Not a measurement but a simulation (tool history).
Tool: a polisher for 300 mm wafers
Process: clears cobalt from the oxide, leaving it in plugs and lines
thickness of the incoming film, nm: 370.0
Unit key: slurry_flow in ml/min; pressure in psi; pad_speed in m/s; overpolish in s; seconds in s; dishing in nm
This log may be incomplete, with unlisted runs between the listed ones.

run,day,slurry_flow,pressure,pad_speed,overpolish,seconds,dishing
1,0.000,185,1.3,1.22,14,99.975,32.809
2,0.158,225,1.3,1.22,14,96.000,33.388
3,0.262,225,1.2,1.22,13,107.370,29.721
4,0.412,225,1.2,1.22,15,105.050,32.278
5,0.742,225,1.2,1.22,20,101.940,40.523
6,1.079,225,1.2,1.22,18,102.710,36.410

Estimate the outcome of run 7 from the log above:
7,1.388,225,1.2,1.22,16,?,?

{"run 7": {"seconds": 104.06, "dishing": 35.18}}
